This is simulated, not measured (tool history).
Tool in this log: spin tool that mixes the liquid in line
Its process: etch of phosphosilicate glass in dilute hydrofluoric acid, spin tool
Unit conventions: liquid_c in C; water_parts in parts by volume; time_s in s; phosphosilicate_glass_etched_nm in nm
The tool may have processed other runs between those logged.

run  hour  liquid_c  water_parts  time_s  phosphosilicate_glass_etched_nm
  1     0        26           80      45                           58.398
  2   1.1      27.5           70      45                           71.826
  3   5.7      27.5           70      45                           72.122
  4  14.4        31           70      45                           82.127
  5    16      31.5           65      45                           91.739
  6  22.2        32           60      45                           102.27
  7  27.4      32.5           55      45                           114.71
  8  33.2        33           55      45                           115.93
  9  41.5      33.5           50      45                           131.35
 10  49.5        34           50      45                            134.4
 11  53.9        34           50      45                           133.82

What will run 12 give?
     60.1  -- thermometer replaced
 12  60.1        34           45      45                                ?

phosphosilicate_glass_etched_nm: 138.2 nm

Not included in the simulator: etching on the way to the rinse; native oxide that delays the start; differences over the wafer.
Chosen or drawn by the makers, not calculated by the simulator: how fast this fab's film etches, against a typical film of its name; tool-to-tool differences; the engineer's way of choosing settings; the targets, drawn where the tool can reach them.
